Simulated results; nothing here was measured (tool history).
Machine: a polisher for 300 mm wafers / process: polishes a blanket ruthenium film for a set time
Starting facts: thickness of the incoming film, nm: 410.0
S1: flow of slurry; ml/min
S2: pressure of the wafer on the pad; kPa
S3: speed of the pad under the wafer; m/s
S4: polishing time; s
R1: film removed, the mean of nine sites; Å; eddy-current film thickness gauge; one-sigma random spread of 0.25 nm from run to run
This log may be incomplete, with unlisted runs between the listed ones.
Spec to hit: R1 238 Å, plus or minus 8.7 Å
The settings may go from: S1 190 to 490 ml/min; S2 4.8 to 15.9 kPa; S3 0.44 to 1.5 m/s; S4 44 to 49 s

run	day	S1	S2	S3	S4	R1
1	0	315	10.3	0.96	49	462.21
2	0.25	315	9.7	0.94	49	418.37
3	0.558	350	9.7	0.94	49	421.7
4	0.683	280	9.7	0.94	49	416.92
5	0.962	280	9.7	0.8	49	354.67
6	1.138	280	9.7	0.8	44	322.42
7	1.479	280	9	0.8	44	303.85
8	1.742	280	7.6	0.8	44	266.04

Which one of the following 4 next-run settings gets every result inside its allowed miss? There is exactly one.
A	2.004	260	7.6	0.96	44	?
B	2.004	375	6.9	0.7	47	?
C	2.004	300	6.9	0.94	45	?
D	2.004	235	7.6	0.82	49	?

move	R1
A	319.03
B	239.22
C	300.93
D	303.39
A: moves away from the targets compared with the last run
B: in spec on every target
C: moves away from the targets compared with the last run
D: moves away from the targets compared with the last run
B is the move that brings every result within its allowed miss.
